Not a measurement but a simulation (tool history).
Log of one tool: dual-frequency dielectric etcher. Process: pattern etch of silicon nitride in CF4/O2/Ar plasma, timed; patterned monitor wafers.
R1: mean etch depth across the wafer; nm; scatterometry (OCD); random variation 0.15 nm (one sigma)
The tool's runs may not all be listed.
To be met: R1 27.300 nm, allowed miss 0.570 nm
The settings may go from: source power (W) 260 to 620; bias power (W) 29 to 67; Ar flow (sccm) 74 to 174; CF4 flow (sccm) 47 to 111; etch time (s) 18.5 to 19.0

run 1 hour=0.0 | source_power_(W)=440 bias_power_(W)=48 Ar_flow_(sccm)=124 CF4_flow_(sccm)=79 etch_time_(s)=18.5 | R1=32.298
run 2 hour=7.6 | source_power_(W)=440 bias_power_(W)=48 Ar_flow_(sccm)=116 CF4_flow_(sccm)=79 etch_time_(s)=18.5 | R1=32.461
run 3 hour=15.6 | source_power_(W)=430 bias_power_(W)=48 Ar_flow_(sccm)=116 CF4_flow_(sccm)=79 etch_time_(s)=18.5 | R1=32.336
run 4 hour=16.2 | source_power_(W)=430 bias_power_(W)=48 Ar_flow_(sccm)=116 CF4_flow_(sccm)=91 etch_time_(s)=18.5 | R1=32.320
-- hour=16.9 Ar flow controller replaced
run 5 hour=16.9 | source_power_(W)=420 bias_power_(W)=48 Ar_flow_(sccm)=116 CF4_flow_(sccm)=91 etch_time_(s)=18.5 | R1=31.721
run 6 hour=18.8 | source_power_(W)=410 bias_power_(W)=48 Ar_flow_(sccm)=116 CF4_flow_(sccm)=91 etch_time_(s)=18.5 | R1=30.816
run 7 hour=27.5 | source_power_(W)=400 bias_power_(W)=48 Ar_flow_(sccm)=116 CF4_flow_(sccm)=91 etch_time_(s)=18.5 | R1=30.754
run 8 hour=35.0 | source_power_(W)=390 bias_power_(W)=48 Ar_flow_(sccm)=116 CF4_flow_(sccm)=91 etch_time_(s)=18.5 | R1=30.009

5 next moves are on the table. One of them brings every result within its allowed miss. Which?
run A hour=42.5 | source_power_(W)=350 bias_power_(W)=47 Ar_flow_(sccm)=116 CF4_flow_(sccm)=97 etch_time_(s)=19.0 | R1=?
run B hour=42.5 | source_power_(W)=340 bias_power_(W)=40 Ar_flow_(sccm)=110 CF4_flow_(sccm)=98 etch_time_(s)=18.5 | R1=?
run C hour=42.5 | source_power_(W)=330 bias_power_(W)=44 Ar_flow_(sccm)=119 CF4_flow_(sccm)=86 etch_time_(s)=18.5 | R1=?
run D hour=42.5 | source_power_(W)=340 bias_power_(W)=45 Ar_flow_(sccm)=103 CF4_flow_(sccm)=85 etch_time_(s)=18.5 | R1=?
run E hour=42.5 | source_power_(W)=270 bias_power_(W)=61 Ar_flow_(sccm)=132 CF4_flow_(sccm)=88 etch_time_(s)=19.0 | R1=?

move=A R1=28.528
move=B R1=25.929
move=C R1=25.519
move=D R1=27.070
move=E R1=25.707
A: nearer than the last run, and not there yet
B: takes the result that was furthest off past its target
C: takes the result that was furthest off past its target
D: meets every target
E: takes the result that was furthest off past its target
Answer: D
